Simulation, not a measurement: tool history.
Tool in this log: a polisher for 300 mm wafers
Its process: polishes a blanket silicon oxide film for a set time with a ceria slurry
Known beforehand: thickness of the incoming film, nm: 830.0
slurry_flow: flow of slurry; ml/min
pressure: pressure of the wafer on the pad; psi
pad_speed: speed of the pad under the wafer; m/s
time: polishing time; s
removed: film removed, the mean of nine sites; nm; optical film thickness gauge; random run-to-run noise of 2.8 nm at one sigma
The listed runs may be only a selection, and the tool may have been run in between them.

run    day  slurry_flow  pressure  pad_speed  time  removed
  1  0.000          290       2.4       1.22    94   451.65
  2  0.192          290       2.4       1.22    99   484.54
  3  0.458          290       2.4       1.22    94   460.74
  4  0.642          290       2.4       1.22    94   455.28
  5  0.938          240       2.4       1.22    94   451.91
  6  1.204          240       2.4       1.22    99   474.02

Run 7 has not been measured yet. What should we expect?
  7  1.575          240       2.3       1.22    99        ?

{"run 7": {"removed": 454.05}}
